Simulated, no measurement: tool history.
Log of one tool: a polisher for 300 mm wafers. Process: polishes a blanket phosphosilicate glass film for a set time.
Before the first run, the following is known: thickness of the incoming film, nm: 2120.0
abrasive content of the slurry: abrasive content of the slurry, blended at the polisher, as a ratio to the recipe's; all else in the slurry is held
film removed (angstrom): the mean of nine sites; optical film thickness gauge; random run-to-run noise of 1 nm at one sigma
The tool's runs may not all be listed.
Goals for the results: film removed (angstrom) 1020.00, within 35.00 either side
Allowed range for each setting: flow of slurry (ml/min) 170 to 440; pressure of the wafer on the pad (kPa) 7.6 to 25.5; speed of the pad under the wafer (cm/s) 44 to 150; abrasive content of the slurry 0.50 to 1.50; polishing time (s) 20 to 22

run    day  flow of slurry (ml/min)  pressure of the wafer on the pad (kPa)  speed of the pad under the wafer (cm/s)  abrasive content of the slurry  polishing time (s)  film removed (angstrom)
  1  0.000                      280                                    16.5                                       96                            1.00                  22                  1478.80
  2  0.121                      280                                    15.2                                       96                            1.00                  22                  1342.50
  3  0.329                      280                                    13.8                                       96                            1.00                  22                  1237.40
  4  0.529                      280                                    13.8                                       96                            1.00                  22                  1245.00
  5  0.858                      220                                    13.8                                       96                            1.00                  22                  1218.90
  6  1.167                      220                                    13.1                                       96                            1.00                  22                  1143.80
  7  1.279                      220                                    12.4                                       96                            1.00                  22                  1133.60
  8  1.462                      220                                    11.7                                       96                            1.00                  22                  1065.00

Which one of the following 4 next-run settings gets every result inside its allowed miss? There is exactly one.
  A  1.646                      245                                    11.0                                       98                            0.95                  21                        ?
  B  1.646                      200                                     9.7                                      106                            1.15                  20                        ?
  C  1.646                      185                                    11.7                                       96                            0.85                  22                        ?
  D  1.646                      235                                    11.0                                       94                            1.10                  22                        ?

move  film removed (angstrom)
   A                   958.72
   B                   924.42
   C                   953.62
   D                  1033.20
A: takes the biggest miss from the last run beyond its target
B: takes the biggest miss from the last run beyond its target
C: takes the biggest miss from the last run beyond its target
D: all results land within tolerance of their targets
D meets every target.
